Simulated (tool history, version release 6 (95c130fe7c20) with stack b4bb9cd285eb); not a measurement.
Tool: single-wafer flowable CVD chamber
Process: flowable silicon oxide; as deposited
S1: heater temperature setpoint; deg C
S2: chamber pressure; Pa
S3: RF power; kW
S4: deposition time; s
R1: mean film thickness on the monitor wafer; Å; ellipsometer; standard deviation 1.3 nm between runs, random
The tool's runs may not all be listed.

run  hour   S1    S2     S3   S4      R1
  1     0  100    76   1.83  681    2304
  2   7.6  100    76  1.725  681  2271.4
  3   9.5  100  64.5  1.725  681  1933.8
  4  11.2  100  64.5   1.49  681  1870.9
  5  15.6  100  64.5  1.605  681    1914
  6  20.7  100  64.5  1.605  681  1919.4

Expected results for the next run?
     21.3  -- thermocouple changed; heater temperature recalibrated
  7  21.3  96  64.5  1.605  681   ?

{"run 7": {"R1": 2569.5}}

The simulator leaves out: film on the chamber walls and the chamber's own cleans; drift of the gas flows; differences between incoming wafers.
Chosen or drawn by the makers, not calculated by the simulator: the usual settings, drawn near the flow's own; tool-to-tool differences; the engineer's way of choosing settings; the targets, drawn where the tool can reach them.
